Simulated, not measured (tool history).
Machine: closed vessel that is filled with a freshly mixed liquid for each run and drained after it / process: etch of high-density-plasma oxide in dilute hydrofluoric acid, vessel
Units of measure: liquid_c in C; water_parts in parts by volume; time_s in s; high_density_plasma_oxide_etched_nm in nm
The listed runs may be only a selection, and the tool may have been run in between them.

run,hour,liquid_c,water_parts,time_s,high_density_plasma_oxide_etched_nm
1,0.0,23.0,235,225,6.1746
2,7.2,23.0,150,225,10.3980
3,10.4,21.5,175,225,8.2516
4,17.1,21.5,255,225,5.2296
5,25.0,21.5,255,160,3.6947
6,32.7,22.5,255,160,3.8888
7,40.4,26.5,255,160,4.4091

Run 8 comes next. What will it give?
8,45.8,27.5,255,160,?

high_density_plasma_oxide_etched_nm: 4.6248 nm
